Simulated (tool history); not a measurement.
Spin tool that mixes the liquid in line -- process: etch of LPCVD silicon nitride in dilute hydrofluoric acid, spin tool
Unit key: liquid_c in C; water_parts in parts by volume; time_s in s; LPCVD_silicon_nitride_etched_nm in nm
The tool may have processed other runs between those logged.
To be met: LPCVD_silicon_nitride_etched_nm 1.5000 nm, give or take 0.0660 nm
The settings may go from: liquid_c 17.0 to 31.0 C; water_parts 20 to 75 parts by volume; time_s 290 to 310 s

run  hour  liquid_c  water_parts  time_s  LPCVD_silicon_nitride_etched_nm
  1   0.0      23.0           45     290                           2.8216
  2   7.4      24.5           45     290                           3.1254
  3  14.9      26.0           45     290                           3.4322
  4  18.3      26.0           55     290                           2.8962
  5  23.4      23.5           55     290                           2.4563
  6  31.4      22.0           55     290                           2.1455
  7  34.7      20.5           55     290                           1.9906
  8  39.0      19.5           55     290                           1.8246

Which of these 4 next moves meets every target?
  A  43.3      17.0           60     310                                ?
  B  43.3      20.5           50     295                                ?
  C  43.3      17.0           65     305                                ?
  D  43.3      18.0           55     300                                ?

move  LPCVD_silicon_nitride_etched_nm
   A                           1.5089
   B                           2.1900
   C                           1.3737
   D                           1.7050
A: all results in spec
B: further off than the last run
C: moves the result that the last run missed by most past its target, out the other side
D: better than the last run, though not everything is in spec
So the answer is move A, the one that meets all the targets.

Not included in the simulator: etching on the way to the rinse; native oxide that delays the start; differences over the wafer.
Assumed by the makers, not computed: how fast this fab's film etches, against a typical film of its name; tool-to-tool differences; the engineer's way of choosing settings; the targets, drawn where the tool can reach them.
